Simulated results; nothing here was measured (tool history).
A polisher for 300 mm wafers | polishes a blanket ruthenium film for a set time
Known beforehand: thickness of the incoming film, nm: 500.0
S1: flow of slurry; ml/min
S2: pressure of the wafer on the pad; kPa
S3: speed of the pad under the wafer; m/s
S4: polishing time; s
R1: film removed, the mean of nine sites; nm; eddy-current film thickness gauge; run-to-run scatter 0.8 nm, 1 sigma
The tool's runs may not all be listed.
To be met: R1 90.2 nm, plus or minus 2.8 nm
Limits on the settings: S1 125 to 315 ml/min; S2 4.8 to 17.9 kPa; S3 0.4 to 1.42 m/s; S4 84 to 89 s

run 1 hour=0 | S1=205 S2=11 S3=0.9 S4=84 | R1=71.799
run 2 hour=0.8 | S1=205 S2=8.3 S3=0.9 S4=84 | R1=54.952
run 3 hour=4 | S1=205 S2=8.3 S3=0.74 S4=84 | R1=45.605
run 4 hour=9 | S1=205 S2=11 S3=0.74 S4=84 | R1=59.59
run 5 hour=15.6 | S1=205 S2=11 S3=0.74 S4=89 | R1=64.441
run 6 hour=23 | S1=210 S2=12.4 S3=0.74 S4=89 | R1=69.707
run 7 hour=24.1 | S1=210 S2=13.1 S3=0.74 S4=89 | R1=75.131
-- hour=25.6 head pressure recalibrated
run 8 hour=25.6 | S1=210 S2=13.8 S3=0.74 S4=89 | R1=74.425
run 9 hour=30.8 | S1=210 S2=14.5 S3=0.74 S4=89 | R1=76.711
run 10 hour=39.4 | S1=210 S2=15.2 S3=0.74 S4=89 | R1=80.25
run 11 hour=44.8 | S1=215 S2=15.9 S3=0.74 S4=89 | R1=84.192

Consider the 4 candidate settings below. Which is the only one whose results all fall within their allowed miss of target?
run A hour=50.2 | S1=130 S2=15.2 S3=0.9 S4=89 | R1=?
run B hour=50.2 | S1=200 S2=15.2 S3=0.72 S4=88 | R1=?
run C hour=50.2 | S1=210 S2=16.5 S3=0.7 S4=86 | R1=?
run D hour=50.2 | S1=200 S2=15.2 S3=0.68 S4=89 | R1=?

move=A R1=88.725
move=B R1=76.712
move=C R1=79.871
move=D R1=73.434
A: meets every target
B: lands further from the targets than the last run did
C: lands further from the targets than the last run did
D: lands further from the targets than the last run did
Move A is the one to make.
